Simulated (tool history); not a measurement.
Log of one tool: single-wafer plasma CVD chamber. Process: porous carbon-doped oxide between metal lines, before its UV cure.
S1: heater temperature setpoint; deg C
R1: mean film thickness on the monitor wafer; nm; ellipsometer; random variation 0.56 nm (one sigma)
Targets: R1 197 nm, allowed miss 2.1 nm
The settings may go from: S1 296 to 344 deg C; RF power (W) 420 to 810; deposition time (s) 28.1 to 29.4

run 1 hour=0 | S1=320 RF_power_(W)=615 deposition_time_(s)=29.4 | R1=154.14
run 2 hour=5 | S1=320 RF_power_(W)=660 deposition_time_(s)=29.4 | R1=163.95
run 3 hour=9.5 | S1=320 RF_power_(W)=715 deposition_time_(s)=29.4 | R1=175.31
run 4 hour=11.2 | S1=327 RF_power_(W)=715 deposition_time_(s)=29.4 | R1=168.75
run 5 hour=15.7 | S1=321 RF_power_(W)=715 deposition_time_(s)=29.4 | R1=172.96
run 6 hour=17.2 | S1=321 RF_power_(W)=715 deposition_time_(s)=29.4 | R1=173.18
-- hour=22.2 thermocouple changed; heater temperature recalibrated
run 7 hour=22.2 | S1=314 RF_power_(W)=720 deposition_time_(s)=29.4 | R1=185.8
run 8 hour=29.2 | S1=312 RF_power_(W)=720 deposition_time_(s)=29.4 | R1=188.07
run 9 hour=31 | S1=310 RF_power_(W)=720 deposition_time_(s)=29.4 | R1=190.02
run 10 hour=35.5 | S1=308 RF_power_(W)=720 deposition_time_(s)=29.4 | R1=192.84
run 11 hour=39.2 | S1=307 RF_power_(W)=720 deposition_time_(s)=29.4 | R1=193.66
run 12 hour=43.8 | S1=307 RF_power_(W)=720 deposition_time_(s)=29.4 | R1=193.99

4 next moves are on the table. One of them brings every result within its allowed miss. Which?
run A hour=48.4 | S1=308 RF_power_(W)=735 deposition_time_(s)=28.6 | R1=?
run B hour=48.4 | S1=300 RF_power_(W)=715 deposition_time_(s)=29.4 | R1=?
run C hour=48.4 | S1=304 RF_power_(W)=765 deposition_time_(s)=28.7 | R1=?
run D hour=48.4 | S1=297 RF_power_(W)=715 deposition_time_(s)=28.3 | R1=?

move=A R1=190.65
move=B R1=201.47
move=C R1=201.96
move=D R1=197.92
A: further off than the last run
B: takes the result that was furthest off past its target
C: takes the result that was furthest off past its target
D: meets every target
Move D is the one to make.
